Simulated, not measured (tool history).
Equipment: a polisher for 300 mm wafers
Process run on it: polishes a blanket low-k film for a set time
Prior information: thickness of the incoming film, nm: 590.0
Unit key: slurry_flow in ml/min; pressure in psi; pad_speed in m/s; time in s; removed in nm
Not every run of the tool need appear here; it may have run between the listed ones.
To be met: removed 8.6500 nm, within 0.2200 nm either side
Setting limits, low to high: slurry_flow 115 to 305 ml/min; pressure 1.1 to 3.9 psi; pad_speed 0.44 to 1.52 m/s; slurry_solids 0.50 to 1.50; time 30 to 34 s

run	day	slurry_flow	pressure	pad_speed	slurry_solids	time	removed
1	0.000	195	2.5	0.98	1.00	34	18.8370
2	0.175	190	2.1	0.92	1.00	34	15.4330
3	0.533	185	1.8	0.86	1.00	34	12.6130
4	0.638	185	1.8	0.86	0.85	34	11.4510
5	0.671	210	1.8	0.86	0.85	34	11.6780
6	0.967	205	1.6	0.86	0.85	34	10.4530
7	1.221	205	1.5	0.86	0.85	34	9.7487
8	1.258	175	1.2	0.86	0.85	34	7.7285
9	1.517	190	1.2	0.86	0.85	34	7.9286
10	1.550	205	1.2	0.86	0.85	34	7.9570
11	1.612	210	1.2	0.86	0.85	34	7.9397

Exactly one of the 4 candidate moves below puts every result within its allowed miss. Which one?
A	1.675	160	1.2	0.96	0.90	33	?
B	1.675	285	1.4	0.68	0.85	34	?
C	1.675	260	1.2	0.72	1.20	34	?
D	1.675	195	1.3	0.92	0.75	34	?

move	removed
A	8.2423
B	8.2543
C	8.7401
D	8.1948
A: gains on the last run, yet a result remains outside its allowed miss
B: gains on the last run, yet a result remains outside its allowed miss
C: each result inside its tolerance
D: gains on the last run, yet a result remains outside its allowed miss
Go with C: it meets all targets.
